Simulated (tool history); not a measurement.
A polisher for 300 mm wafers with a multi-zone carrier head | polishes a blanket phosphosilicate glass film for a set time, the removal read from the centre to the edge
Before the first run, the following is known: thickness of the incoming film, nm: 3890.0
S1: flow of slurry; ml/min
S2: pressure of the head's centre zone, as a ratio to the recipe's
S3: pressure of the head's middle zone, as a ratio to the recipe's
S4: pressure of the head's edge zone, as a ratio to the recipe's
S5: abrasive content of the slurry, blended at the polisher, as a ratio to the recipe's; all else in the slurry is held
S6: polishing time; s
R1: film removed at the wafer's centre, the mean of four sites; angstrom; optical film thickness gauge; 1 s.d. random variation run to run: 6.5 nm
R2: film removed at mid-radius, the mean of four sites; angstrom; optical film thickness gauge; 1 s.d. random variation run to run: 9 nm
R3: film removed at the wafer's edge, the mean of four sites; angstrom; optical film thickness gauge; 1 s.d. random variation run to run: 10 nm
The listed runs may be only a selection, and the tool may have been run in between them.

run  hour   S1    S2    S3    S4    S5  S6      R1      R2      R3
  1     0  215     1     1     1     1  59  6059.4  6025.5  6041.5
  2   5.5  220  1.03  0.99  1.05  1.15  61  6780.1  6529.1  6883.2
  3  12.9  220  1.03  0.99  1.05     1  61    6496  6265.2  6318.9
  4    19  230  1.06  0.99  1.07  1.15  63  7331.7    6933  7062.6
  5  23.2  230  1.06  0.99  1.07  1.25  63  7605.2  7145.1  7233.4
  6    28  220  1.06  0.97  1.09  1.35  66  8221.1  7382.2  7834.9
  7  36.6  220  1.06  0.97  1.09  1.35  66    8148  7368.3  8004.9
  8  38.8  230  1.07  0.96  1.12   1.4  67  8526.7  7559.6  8192.3
  9  46.1  170  1.06  0.92  1.14   1.5  75  9306.4  8050.1  9383.1

Forecast run 10:
 10  49.5  175  1.06  0.93  1.14  1.5  75   ?   ?   ?

{"run 10": {"R1": 9263.1, "R2": 8257.5, "R3": 9506.8}}
